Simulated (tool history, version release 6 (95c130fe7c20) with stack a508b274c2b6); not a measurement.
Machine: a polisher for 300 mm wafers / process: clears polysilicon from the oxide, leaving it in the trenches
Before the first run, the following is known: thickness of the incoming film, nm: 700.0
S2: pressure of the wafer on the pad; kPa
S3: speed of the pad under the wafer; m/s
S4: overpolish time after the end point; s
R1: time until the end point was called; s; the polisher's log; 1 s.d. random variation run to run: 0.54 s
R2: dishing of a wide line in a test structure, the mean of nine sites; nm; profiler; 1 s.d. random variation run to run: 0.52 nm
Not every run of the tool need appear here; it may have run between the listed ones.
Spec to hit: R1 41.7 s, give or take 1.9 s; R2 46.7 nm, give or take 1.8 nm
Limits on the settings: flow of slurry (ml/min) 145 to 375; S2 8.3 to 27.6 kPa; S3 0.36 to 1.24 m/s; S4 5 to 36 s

Run 1, day 0: flow of slurry (ml/min) 240, S2 17.9 kPa, S3 0.8 m/s, S4 18 s. Result: R1 53.914 s, R2 60.451 nm.
Run 2, day 0.108: flow of slurry (ml/min) 295, S2 17.9 kPa, S3 0.8 m/s, S4 18 s. Result: R1 51.556 s, R2 58.459 nm.
Run 3, day 0.429: flow of slurry (ml/min) 295, S2 17.9 kPa, S3 0.9 m/s, S4 18 s. Result: R1 46.896 s, R2 60.413 nm.
Run 4, day 0.696: flow of slurry (ml/min) 315, S2 20.7 kPa, S3 0.76 m/s, S4 14 s. Result: R1 47.918 s, R2 59.053 nm.
Run 5, day 0.829: flow of slurry (ml/min) 315, S2 24.8 kPa, S3 0.76 m/s, S4 14 s. Result: R1 39.919 s, R2 60.227 nm.
Run 6, day 1.188: flow of slurry (ml/min) 330, S2 22.8 kPa, S3 0.8 m/s, S4 12 s. Result: R1 40.9 s, R2 58.676 nm.
Run 7, day 1.358: flow of slurry (ml/min) 340, S2 19.3 kPa, S3 0.9 m/s, S4 10 s. Result: R1 41.64 s, R2 56.891 nm.
Run 8, day 1.458: flow of slurry (ml/min) 350, S2 16.5 kPa, S3 1 m/s, S4 9 s. Result: R1 45.167 s, R2 55.011 nm.
Run 9, day 1.738: flow of slurry (ml/min) 375, S2 13.1 kPa, S3 1.22 m/s, S4 5 s. Result: R1 46.39 s, R2 45.454 nm.
Run 10, day 1.838: flow of slurry (ml/min) 375, S2 13.8 kPa, S3 1.22 m/s, S4 5 s. Result: R1 43.759 s, R2 45.606 nm.
Run 11, day 1.879: flow of slurry (ml/min) 375, S2 14.5 kPa, S3 1.22 m/s, S4 6 s. Result: R1 42.131 s, R2 50.856 nm.
Run 12, day 2.058: flow of slurry (ml/min) 330, S2 14.5 kPa, S3 1.22 m/s, S4 6 s. Result: R1 42.676 s, R2 50.131 nm.
Run 13, day 2.083: flow of slurry (ml/min) 340, S2 14.5 kPa, S3 1.22 m/s, S4 6 s. Result: R1 42.709 s, R2 49.823 nm.
Run 14, day 2.375: flow of slurry (ml/min) 340, S2 14.5 kPa, S3 1.22 m/s, S4 6 s. Result: R1 41.892 s, R2 50.718 nm.

Of the 4 settings listed for the next run, only one would bring every result within its allowed miss of target. Which one?
Run A, day 2.667: flow of slurry (ml/min) 285, S2 15.9 kPa, S3 1.22 m/s, S4 7 s. Result: R1 ?, R2 ?.
Run B, day 2.667: flow of slurry (ml/min) 290, S2 14.5 kPa, S3 1.24 m/s, S4 5 s. Result: R1 ?, R2 ?.
Run C, day 2.667: flow of slurry (ml/min) 350, S2 13.8 kPa, S3 1.22 m/s, S4 10 s. Result: R1 ?, R2 ?.
Run D, day 2.667: flow of slurry (ml/min) 275, S2 17.9 kPa, S3 1.06 m/s, S4 10 s. Result: R1 ?, R2 ?.

move      R1      R2
   A   39.22   53.54
   B  42.069  46.355
   C  44.052  56.505
   D  40.105  57.374
A: lands further from the targets than the last run did
B: each result inside its tolerance
C: lands further from the targets than the last run did
D: lands further from the targets than the last run did
Answer: B

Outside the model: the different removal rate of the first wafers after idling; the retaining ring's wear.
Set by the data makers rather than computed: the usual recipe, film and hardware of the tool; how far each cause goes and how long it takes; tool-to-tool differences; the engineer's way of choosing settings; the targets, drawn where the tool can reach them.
